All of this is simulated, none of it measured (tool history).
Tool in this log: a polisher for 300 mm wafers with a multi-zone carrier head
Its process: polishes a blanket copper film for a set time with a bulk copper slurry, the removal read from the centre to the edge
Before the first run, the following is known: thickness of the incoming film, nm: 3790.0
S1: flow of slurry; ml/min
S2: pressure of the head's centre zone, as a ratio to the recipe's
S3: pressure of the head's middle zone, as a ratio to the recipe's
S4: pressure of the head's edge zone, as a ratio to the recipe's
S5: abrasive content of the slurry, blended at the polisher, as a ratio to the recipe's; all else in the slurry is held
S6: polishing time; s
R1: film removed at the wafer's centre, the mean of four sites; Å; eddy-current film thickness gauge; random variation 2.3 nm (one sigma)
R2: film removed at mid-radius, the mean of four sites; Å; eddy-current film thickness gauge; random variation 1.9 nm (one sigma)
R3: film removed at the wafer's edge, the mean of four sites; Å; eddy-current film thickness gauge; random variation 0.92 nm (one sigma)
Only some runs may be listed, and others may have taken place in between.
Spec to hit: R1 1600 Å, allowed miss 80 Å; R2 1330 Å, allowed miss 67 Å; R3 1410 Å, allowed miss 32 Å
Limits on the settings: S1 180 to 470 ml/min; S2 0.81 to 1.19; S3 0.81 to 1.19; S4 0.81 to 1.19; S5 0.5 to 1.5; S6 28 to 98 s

Run 1, day 0: S1 300 ml/min, S2 1, S3 1, S4 1, S5 1, S6 63 s. Result: R1 2635.7 Å, R2 2721.3 Å, R3 2662.1 Å.
Run 2, day 0.158: S1 300 ml/min, S2 1, S3 1, S4 1, S5 0.8, S6 63 s. Result: R1 2584.5 Å, R2 2616.7 Å, R3 2519.3 Å.
Run 3, day 0.496: S1 300 ml/min, S2 0.96, S3 1, S4 1, S5 0.8, S6 63 s. Result: R1 2444.6 Å, R2 2572.9 Å, R3 2533.8 Å.
Run 4, day 0.583: S1 265 ml/min, S2 0.96, S3 1, S4 1, S5 0.8, S6 63 s. Result: R1 2405.1 Å, R2 2518.5 Å, R3 2488.1 Å.
Run 5, day 0.929: S1 265 ml/min, S2 0.96, S3 1, S4 1, S5 0.8, S6 73 s. Result: R1 2785.3 Å, R2 2969.5 Å, R3 2896.2 Å.
Run 6, day 1.083: S1 265 ml/min, S2 1.02, S3 1, S4 1, S5 0.8, S6 73 s. Result: R1 3013.8 Å, R2 2944 Å, R3 2897.3 Å.
Run 7, day 1.175: S1 250 ml/min, S2 1.02, S3 0.97, S4 0.97, S5 0.7, S6 63 s. Result: R1 2423.6 Å, R2 2379.9 Å, R3 2365.8 Å.
Run 8, day 1.462: S1 255 ml/min, S2 1.12, S3 0.87, S4 0.87, S5 0.5, S6 45 s. Result: R1 1774.7 Å, R2 1446.6 Å, R3 1528.9 Å.
Run 9, day 1.75: S1 250 ml/min, S2 1.11, S3 0.86, S4 0.86, S5 0.5, S6 44 s. Result: R1 1684.8 Å, R2 1446.1 Å, R3 1468.7 Å.

Which one of the following 4 next-run settings gets every result inside its allowed miss? There is exactly one.
Run A, day 2.038: S1 290 ml/min, S2 1.08, S3 1.01, S4 0.81, S5 0.55, S6 40 s. Result: R1 ?, R2 ?, R3 ?.
Run B, day 2.038: S1 230 ml/min, S2 1.15, S3 0.89, S4 0.81, S5 0.55, S6 40 s. Result: R1 ?, R2 ?, R3 ?.
Run C, day 2.038: S1 180 ml/min, S2 1.06, S3 0.95, S4 0.81, S5 0.5, S6 45 s. Result: R1 ?, R2 ?, R3 ?.
Run D, day 2.038: S1 310 ml/min, S2 1.07, S3 0.82, S4 0.84, S5 0.5, S6 42 s. Result: R1 ?, R2 ?, R3 ?.

move      R1      R2      R3
   A  1566.5    1495  1336.9
   B  1589.9  1305.1  1309.2
   C  1571.5  1458.2  1399.2
   D  1612.5  1304.1  1409.2
A: carries the result that was furthest off beyond its target, to the other side
B: carries the result that was furthest off beyond its target, to the other side
C: the furthest-off result lands on target, but another misses its tolerance
D: every result within its allowed miss
Answer: D
